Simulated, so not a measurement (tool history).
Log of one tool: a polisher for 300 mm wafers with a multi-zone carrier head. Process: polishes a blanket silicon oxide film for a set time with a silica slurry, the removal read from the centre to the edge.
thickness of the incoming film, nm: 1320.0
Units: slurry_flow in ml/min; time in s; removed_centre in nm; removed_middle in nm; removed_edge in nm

| run | hour | slurry_flow | centre_zone | middle_zone | edge_zone | slurry_solids | time | removed_centre | removed_middle | removed_edge |
|---|---|---|---|---|---|---|---|---|---|---|
| 1 | 0 | 265 | 1 | 1 | 1 | 1 | 45 | 200.18 | 190.89 | 194.14 |
| 2 | 7.4 | 265 | 0.98 | 1.01 | 1.04 | 1.15 | 47 | 213.04 | 212.23 | 220.01 |
| 3 | 14.1 | 265 | 0.98 | 1.01 | 1.13 | 1.15 | 47 | 215.48 | 216.06 | 233.99 |
| 4 | 16.6 | 270 | 0.98 | 1.03 | 1.14 | 1.25 | 48 | 230.19 | 226.89 | 240.56 |
| 5 | 20 | 335 | 0.98 | 1.03 | 1.14 | 1.25 | 48 | 225.83 | 230.62 | 243.6 |
| 6 | 21 | 335 | 0.98 | 1.03 | 1.14 | 1.35 | 48 | 232.37 | 231.9 | 252.78 |

Forecast run 7:
| 7 | 27.5 | 335 | 0.98 | 1.03 | 1.14 | 1.35 | 48 | ? | ? | ? |

{"run 7": {"removed_centre": 231.05, "removed_middle": 236.54, "removed_edge": 252.38}}

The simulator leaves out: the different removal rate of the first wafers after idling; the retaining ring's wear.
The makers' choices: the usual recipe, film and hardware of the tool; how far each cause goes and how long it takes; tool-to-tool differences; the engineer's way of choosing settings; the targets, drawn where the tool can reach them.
